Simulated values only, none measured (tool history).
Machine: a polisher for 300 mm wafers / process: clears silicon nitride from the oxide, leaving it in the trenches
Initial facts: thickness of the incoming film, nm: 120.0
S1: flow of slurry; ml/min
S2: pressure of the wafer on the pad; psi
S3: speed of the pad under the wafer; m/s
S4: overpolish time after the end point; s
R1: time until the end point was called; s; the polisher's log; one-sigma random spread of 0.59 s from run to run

| run | hour | S1 | S2 | S3 | S4 | R1 |
|---|---|---|---|---|---|---|
| 1 | 0 | 165 | 3.1 | 1.26 | 15 | 89.452 |
| 2 | 8.1 | 170 | 3.4 | 1.26 | 15 | 84.378 |
| 3 | 10.7 | 170 | 3.4 | 1.12 | 15 | 92.366 |
| 4 | 19 | 170 | 3.4 | 1.12 | 16 | 92.857 |
| 5 | 20.2 | 170 | 3.8 | 1.14 | 16 | 82.311 |
| 6 | 21.8 | 195 | 3.8 | 1.14 | 16 | 82.153 |
| 7 | 28.9 | 195 | 4.1 | 1.16 | 16 | 76.663 |
| 8 | 33.8 | 195 | 4.3 | 1.2 | 16 | 69.95 |
| 9 | 36 | 195 | 4.5 | 1.2 | 16 | 68.543 |

What does the tool deliver on the next run?
| 10 | 43.3 | 195 | 4.6 | 1.22 | 16 | ? |

{"run 10": {"R1": 65.212}}
